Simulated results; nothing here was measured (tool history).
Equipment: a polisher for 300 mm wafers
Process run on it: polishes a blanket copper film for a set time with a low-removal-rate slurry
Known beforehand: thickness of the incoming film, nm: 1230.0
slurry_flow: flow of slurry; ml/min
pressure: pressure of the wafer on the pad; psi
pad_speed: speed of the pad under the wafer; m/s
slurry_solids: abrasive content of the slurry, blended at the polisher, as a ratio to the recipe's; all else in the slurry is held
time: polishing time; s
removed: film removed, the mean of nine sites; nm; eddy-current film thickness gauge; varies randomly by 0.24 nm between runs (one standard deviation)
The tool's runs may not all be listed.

Run 1, hour 0.0: slurry_flow 185 ml/min, pressure 2.4 psi, pad_speed 0.86 m/s, slurry_solids 1.00, time 20 s. Result: removed 31.460 nm.
Run 2, hour 2.2: slurry_flow 180 ml/min, pressure 2.3 psi, pad_speed 0.86 m/s, slurry_solids 1.00, time 20 s. Result: removed 29.593 nm.
Run 3, hour 5.1: slurry_flow 165 ml/min, pressure 2.3 psi, pad_speed 0.86 m/s, slurry_solids 1.00, time 20 s. Result: removed 29.146 nm.
Run 4, hour 10.1: slurry_flow 160 ml/min, pressure 2.3 psi, pad_speed 0.86 m/s, slurry_solids 1.00, time 20 s. Result: removed 28.727 nm.
Run 5, hour 10.8: slurry_flow 190 ml/min, pressure 2.3 psi, pad_speed 0.86 m/s, slurry_solids 1.00, time 20 s. Result: removed 30.045 nm.
Run 6, hour 17.4: slurry_flow 190 ml/min, pressure 2.3 psi, pad_speed 0.86 m/s, slurry_solids 0.85, time 20 s. Result: removed 28.108 nm.

What will run 7 give?
Run 7, hour 18.9: slurry_flow 185 ml/min, pressure 2.3 psi, pad_speed 0.86 m/s, slurry_solids 0.85, time 20 s. Result: removed ?.

removed: 28.179 nm

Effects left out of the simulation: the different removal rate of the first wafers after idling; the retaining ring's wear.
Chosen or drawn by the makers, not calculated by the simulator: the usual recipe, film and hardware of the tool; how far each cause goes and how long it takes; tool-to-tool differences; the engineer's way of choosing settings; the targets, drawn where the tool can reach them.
